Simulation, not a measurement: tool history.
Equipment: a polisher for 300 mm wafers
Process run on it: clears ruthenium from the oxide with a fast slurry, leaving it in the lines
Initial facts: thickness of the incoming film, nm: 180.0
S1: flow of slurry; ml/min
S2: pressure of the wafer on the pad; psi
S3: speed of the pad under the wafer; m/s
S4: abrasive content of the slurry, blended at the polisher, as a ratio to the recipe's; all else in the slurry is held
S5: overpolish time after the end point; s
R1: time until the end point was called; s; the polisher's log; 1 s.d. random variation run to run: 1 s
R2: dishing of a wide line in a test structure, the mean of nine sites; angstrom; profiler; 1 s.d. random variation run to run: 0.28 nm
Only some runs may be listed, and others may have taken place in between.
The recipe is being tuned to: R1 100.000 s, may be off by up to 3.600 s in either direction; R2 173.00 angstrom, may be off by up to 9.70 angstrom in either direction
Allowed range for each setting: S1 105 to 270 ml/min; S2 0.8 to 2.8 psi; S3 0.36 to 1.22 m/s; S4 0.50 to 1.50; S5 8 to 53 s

Run 1, hour 0.0: S1 175 ml/min, S2 1.8 psi, S3 0.78 m/s, S4 1.00, S5 27 s. Result: R1 73.677 s, R2 451.69 angstrom.
Run 2, hour 7.2: S1 180 ml/min, S2 1.6 psi, S3 0.78 m/s, S4 1.00, S5 22 s. Result: R1 81.253 s, R2 347.66 angstrom.
Run 3, hour 14.1: S1 160 ml/min, S2 1.6 psi, S3 0.78 m/s, S4 1.00, S5 22 s. Result: R1 84.937 s, R2 338.70 angstrom.
Run 4, hour 20.7: S1 160 ml/min, S2 1.4 psi, S3 0.80 m/s, S4 1.00, S5 18 s. Result: R1 93.910 s, R2 262.76 angstrom.
Run 5, hour 25.1: S1 155 ml/min, S2 1.4 psi, S3 0.82 m/s, S4 1.00, S5 15 s. Result: R1 89.263 s, R2 236.92 angstrom.
Run 6, hour 31.6: S1 150 ml/min, S2 1.3 psi, S3 0.82 m/s, S4 1.00, S5 14 s. Result: R1 97.455 s, R2 205.50 angstrom.
Run 7, hour 34.3: S1 135 ml/min, S2 1.3 psi, S3 0.84 m/s, S4 1.00, S5 8 s. Result: R1 97.157 s, R2 121.21 angstrom.
Run 8, hour 35.6: S1 145 ml/min, S2 1.3 psi, S3 0.84 m/s, S4 1.00, S5 8 s. Result: R1 96.321 s, R2 121.34 angstrom.
Run 9, hour 43.7: S1 135 ml/min, S2 1.2 psi, S3 0.84 m/s, S4 1.00, S5 21 s. Result: R1 104.270 s, R2 272.31 angstrom.
Run 10, hour 44.3: S1 130 ml/min, S2 1.2 psi, S3 0.84 m/s, S4 1.00, S5 19 s. Result: R1 106.150 s, R2 244.01 angstrom.
Run 11, hour 49.3: S1 130 ml/min, S2 1.2 psi, S3 0.84 m/s, S4 1.00, S5 17 s. Result: R1 104.510 s, R2 221.47 angstrom.
Run 12, hour 54.7: S1 130 ml/min, S2 1.2 psi, S3 0.84 m/s, S4 1.00, S5 16 s. Result: R1 106.820 s, R2 219.03 angstrom.
Run 13, hour 58.8: S1 145 ml/min, S2 1.3 psi, S3 0.84 m/s, S4 1.00, S5 8 s. Result: R1 96.837 s, R2 125.21 angstrom.
Run 14, hour 63.4: S1 150 ml/min, S2 1.3 psi, S3 0.84 m/s, S4 1.00, S5 9 s. Result: R1 96.615 s, R2 139.45 angstrom.
Run 15, hour 65.0: S1 155 ml/min, S2 1.3 psi, S3 0.84 m/s, S4 1.00, S5 10 s. Result: R1 93.028 s, R2 156.75 angstrom.
Run 16, hour 71.9: S1 135 ml/min, S2 1.2 psi, S3 0.84 m/s, S4 1.00, S5 17 s. Result: R1 105.980 s, R2 227.31 angstrom.
Run 17, hour 80.4: S1 135 ml/min, S2 1.2 psi, S3 0.84 m/s, S4 1.00, S5 17 s. Result: R1 107.550 s, R2 229.52 angstrom.
Run 18, hour 88.4: S1 130 ml/min, S2 1.3 psi, S3 0.84 m/s, S4 1.00, S5 16 s. Result: R1 98.239 s, R2 225.68 angstrom.

Which one of the following 4 next-run settings gets every result inside its allowed miss? There is exactly one.
Run A, hour 96.4: S1 205 ml/min, S2 1.4 psi, S3 0.68 m/s, S4 1.10, S5 12 s. Result: R1 ?, R2 ?.
Run B, hour 96.4: S1 160 ml/min, S2 1.3 psi, S3 0.88 m/s, S4 1.00, S5 11 s. Result: R1 ?, R2 ?.
Run C, hour 96.4: S1 165 ml/min, S2 1.2 psi, S3 0.98 m/s, S4 0.85, S5 11 s. Result: R1 ?, R2 ?.
Run D, hour 96.4: S1 110 ml/min, S2 1.4 psi, S3 0.84 m/s, S4 1.10, S5 11 s. Result: R1 ?, R2 ?.

move       R1      R2
   A  100.990  173.39
   B   90.674  176.67
   C   93.022  172.63
   D   92.369  173.73
A: all results in spec
B: the worst result of the last run now meets its target, but another is out of spec
C: the worst result of the last run now meets its target, but another is out of spec
D: the worst result of the last run now meets its target, but another is out of spec
Answer: A
